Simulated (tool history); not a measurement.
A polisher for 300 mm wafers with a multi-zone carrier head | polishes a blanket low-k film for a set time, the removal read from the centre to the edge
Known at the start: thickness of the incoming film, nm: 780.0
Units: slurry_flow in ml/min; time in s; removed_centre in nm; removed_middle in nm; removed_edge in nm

{"run": 1, "hour": 0.0, "slurry_flow": 175, "centre_zone": 1, "middle_zone": 1, "edge_zone": 1, "slurry_solids": 1, "time": 58, "removed_centre": 26.355, "removed_middle": 26.106, "removed_edge": 25.701}
{"run": 2, "hour": 3.1, "slurry_flow": 145, "centre_zone": 1, "middle_zone": 1, "edge_zone": 1, "slurry_solids": 1, "time": 58, "removed_centre": 25.263, "removed_middle": 25.477, "removed_edge": 24.364}
{"run": 3, "hour": 4.6, "slurry_flow": 170, "centre_zone": 1.04, "middle_zone": 1.03, "edge_zone": 1.04, "slurry_solids": 1.1, "time": 58, "removed_centre": 28.874, "removed_middle": 28.467, "removed_edge": 26.504}
{"run": 4, "hour": 7.8, "slurry_flow": 190, "centre_zone": 1.04, "middle_zone": 1.02, "edge_zone": 1.07, "slurry_solids": 1.2, "time": 59, "removed_centre": 31.265, "removed_middle": 30.598, "removed_edge": 29.642}
{"run": 5, "hour": 10.6, "slurry_flow": 190, "centre_zone": 1.04, "middle_zone": 1.02, "edge_zone": 1.07, "slurry_solids": 1.1, "time": 59, "removed_centre": 29.724, "removed_middle": 29.126, "removed_edge": 27.56}
{"run": 6, "hour": 12.0, "slurry_flow": 200, "centre_zone": 1.05, "middle_zone": 1.01, "edge_zone": 1.07, "slurry_solids": 1.2, "time": 59, "removed_centre": 31.563, "removed_middle": 30.673, "removed_edge": 29.582}
{"hour": 16.6, "done": "edge zone pressure recalibrated"}
{"run": 7, "hour": 16.6, "slurry_flow": 210, "centre_zone": 1.07, "middle_zone": 1, "edge_zone": 1.08, "slurry_solids": 1.3, "time": 59, "removed_centre": 33.307, "removed_middle": 31.148, "removed_edge": 32.76}

The next listed run, before its measurement:
{"run": 8, "hour": 17.9, "slurry_flow": 215, "centre_zone": 1.1, "middle_zone": 1.02, "edge_zone": 1.09, "slurry_solids": 1.35, "time": 59, "removed_centre": "?", "removed_middle": "?", "removed_edge": "?"}

removed_centre: 34.777 nm
removed_middle: 32.699 nm
removed_edge: 33.437 nm
